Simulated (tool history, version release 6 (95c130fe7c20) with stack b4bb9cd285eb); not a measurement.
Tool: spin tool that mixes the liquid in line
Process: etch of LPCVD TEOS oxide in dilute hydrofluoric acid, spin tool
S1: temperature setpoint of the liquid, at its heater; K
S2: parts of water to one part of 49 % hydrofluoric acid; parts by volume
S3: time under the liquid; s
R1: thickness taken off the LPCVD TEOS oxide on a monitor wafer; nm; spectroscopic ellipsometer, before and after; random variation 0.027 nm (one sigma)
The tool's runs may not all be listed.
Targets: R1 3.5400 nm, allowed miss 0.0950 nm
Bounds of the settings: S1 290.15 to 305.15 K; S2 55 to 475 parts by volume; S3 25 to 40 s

run  hour      S1   S2  S3      R1
  1   0.0  297.15  265  40  2.2527
  2   8.7  298.65  265  40  2.3796
  3  12.0  299.65  260  40  2.5087
  4  15.0  300.65  255  40  2.6907
  5  18.6  302.15  255  40  2.8677
  6  21.0  305.15  255  40  3.0953
  7  29.1  305.15  255  40  3.1155
  8  37.5  305.15  250  40  3.1958
  9  44.8  305.15  245  40  3.2912
 10  50.3  305.15  225  40  3.6519

4 next moves are on the table. One of them brings every result within its allowed miss. Which?
  A  55.8  305.15  245  40   ?
  B  55.8  303.65  215  40   ?
  C  55.8  299.15  195  40   ?
  D  55.8  304.15  215  40   ?

move      R1
   A  3.3146
   B  3.7264
   C  3.5913
   D  3.7901
A: takes the result that was furthest off past its target
B: further off than the last run
C: meets every target
D: further off than the last run
Answer: C
